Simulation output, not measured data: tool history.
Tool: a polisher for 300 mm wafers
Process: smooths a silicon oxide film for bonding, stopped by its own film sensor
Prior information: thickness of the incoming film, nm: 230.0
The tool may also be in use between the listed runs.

run,hour,flow of slurry (ml/min),pressure of the wafer on the pad (kPa),speed of the pad under the wafer (cm/s),abrasive content of the slurry,target thickness at which the film sensor stops the polish (angstrom),time until the film sensor stopped the polish (s)
1,0,315,13.8,84,1,1790,90.345
2,0.9,315,13.1,84,1,1790,95.259
3,3.6,315,13.1,84,0.85,1790,101.29
4,5.4,315,13.1,92,0.85,1790,96.241
5,11.6,315,13.1,82,0.85,1790,100.24
6,19.4,285,13.1,82,0.85,1790,101.26
7,26.3,285,12.4,82,0.85,1790,107.54

The next listed run, before its measurement:
8,27.2,285,11.7,82,0.85,1790,?

Run 8 gave time until the film sensor stopped the polish (s) 113.13.
